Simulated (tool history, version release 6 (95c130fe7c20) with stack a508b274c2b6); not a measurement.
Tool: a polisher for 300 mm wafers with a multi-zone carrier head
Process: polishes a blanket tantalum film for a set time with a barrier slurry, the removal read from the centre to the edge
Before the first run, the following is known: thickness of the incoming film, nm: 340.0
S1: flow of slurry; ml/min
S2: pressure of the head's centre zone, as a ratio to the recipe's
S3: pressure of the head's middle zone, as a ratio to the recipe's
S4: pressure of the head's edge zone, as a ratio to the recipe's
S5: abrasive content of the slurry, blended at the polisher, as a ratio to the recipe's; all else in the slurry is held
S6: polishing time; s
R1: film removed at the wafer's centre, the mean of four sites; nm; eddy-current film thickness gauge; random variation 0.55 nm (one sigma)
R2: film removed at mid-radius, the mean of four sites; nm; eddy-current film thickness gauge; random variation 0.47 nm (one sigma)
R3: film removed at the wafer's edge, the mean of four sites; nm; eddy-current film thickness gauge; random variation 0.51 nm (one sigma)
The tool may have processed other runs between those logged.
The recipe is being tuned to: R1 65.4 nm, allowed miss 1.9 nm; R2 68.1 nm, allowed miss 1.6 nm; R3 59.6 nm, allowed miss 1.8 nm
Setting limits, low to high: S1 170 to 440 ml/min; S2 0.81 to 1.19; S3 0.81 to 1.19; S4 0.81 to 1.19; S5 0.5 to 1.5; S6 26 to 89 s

| run | day | S1 | S2 | S3 | S4 | S5 | S6 | R1 | R2 | R3 |
|---|---|---|---|---|---|---|---|---|---|---|
| 1 | 0 | 280 | 1 | 1 | 1 | 1 | 57 | 67.147 | 68.75 | 67.244 |
| 2 | 0.142 | 270 | 1 | 1.01 | 0.95 | 1 | 57 | 65.853 | 69.743 | 67.146 |
| 3 | 0.45 | 335 | 1 | 1.01 | 0.95 | 1 | 57 | 68.267 | 71.297 | 67.285 |
| 4 | 0.671 | 270 | 1 | 1.01 | 0.95 | 1 | 57 | 66.901 | 69.287 | 66.333 |
| 5 | 0.933 | 270 | 1 | 1.01 | 0.95 | 0.85 | 57 | 61.39 | 64.123 | 62.068 |
| 6 | 1.229 | 270 | 1 | 1.01 | 0.95 | 0.95 | 57 | 64.254 | 68.541 | 64.432 |
| 7 | 1.529 | 270 | 1 | 1.01 | 0.95 | 0.95 | 57 | 64.941 | 67.829 | 64.959 |
| 8 | 1.683 | 280 | 1.02 | 1.03 | 0.92 | 0.9 | 57 | 65.413 | 68.144 | 63.688 |
| 9 | 2.012 | 290 | 1.03 | 1.04 | 0.89 | 0.85 | 57 | 64.904 | 68.113 | 61.378 |
| 10 | 2.317 | 290 | 1.03 | 1.04 | 0.87 | 0.85 | 57 | 64.167 | 67.007 | 61.015 |

Pick the move, out of 5, that brings all results within their allowed miss; only one does.
| A | 2.621 | 270 | 1.14 | 1.14 | 0.81 | 1 | 53 | ? | ? | ? |
| B | 2.621 | 320 | 1.01 | 1.02 | 0.89 | 0.9 | 56 | ? | ? | ? |
| C | 2.621 | 335 | 1.07 | 1.09 | 0.89 | 0.7 | 59 | ? | ? | ? |
| D | 2.621 | 260 | 1.03 | 1.05 | 0.9 | 0.85 | 56 | ? | ? | ? |
| E | 2.621 | 385 | 0.95 | 1.02 | 0.88 | 0.65 | 64 | ? | ? | ? |

| move | R1 | R2 | R3 |
|---|---|---|---|
| A | 69.902 | 71.586 | 58.898 |
| B | 64.852 | 68.107 | 62.763 |
| C | 65.171 | 68.224 | 59.279 |
| D | 62.148 | 65.832 | 59.913 |
| E | 61.451 | 68.48 | 62.499 |
A: corrects the largest miss of the last run, while another result sits out of spec
B: the biggest miss grows against the last run
C: hits every target within its allowed miss
D: corrects the largest miss of the last run, while another result sits out of spec
E: the biggest miss grows against the last run
So the answer is move C, the one that meets all the targets.
